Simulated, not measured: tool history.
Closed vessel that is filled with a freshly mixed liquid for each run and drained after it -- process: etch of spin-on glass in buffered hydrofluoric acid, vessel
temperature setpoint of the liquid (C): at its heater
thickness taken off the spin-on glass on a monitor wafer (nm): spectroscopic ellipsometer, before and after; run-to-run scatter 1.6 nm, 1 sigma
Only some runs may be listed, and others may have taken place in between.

run    day  temperature setpoint of the liquid (C)  parts of 40 % ammonium fluoride to one part of 49 % hydrofluoric acid (parts by volume)  time in the liquid (s)  thickness taken off the spin-on glass on a monitor wafer (nm)
  1      0                                      24                                                                                       17                     100                                                         175.13
  2  0.212                                      25                                                                                     16.5                     100                                                         189.68
  3   0.55                                      25                                                                                       15                     100                                                         209.85
  4    0.8                                      25                                                                                       15                     110                                                          230.6
  5  1.025                                      25                                                                                       15                     100                                                         209.27
  6  1.333                                      26                                                                                     14.5                     100                                                         229.79
  7  1.692                                      27                                                                                     14.5                     100                                                          241.3
  8  1.958                                      28                                                                                     14.5                     100                                                         252.65

What does the tool deliver on the next run?
  9  2.275                                    28.5                                                                                     14.5                     100                                                              ?

thickness taken off the spin-on glass on a monitor wafer (nm): 262.37

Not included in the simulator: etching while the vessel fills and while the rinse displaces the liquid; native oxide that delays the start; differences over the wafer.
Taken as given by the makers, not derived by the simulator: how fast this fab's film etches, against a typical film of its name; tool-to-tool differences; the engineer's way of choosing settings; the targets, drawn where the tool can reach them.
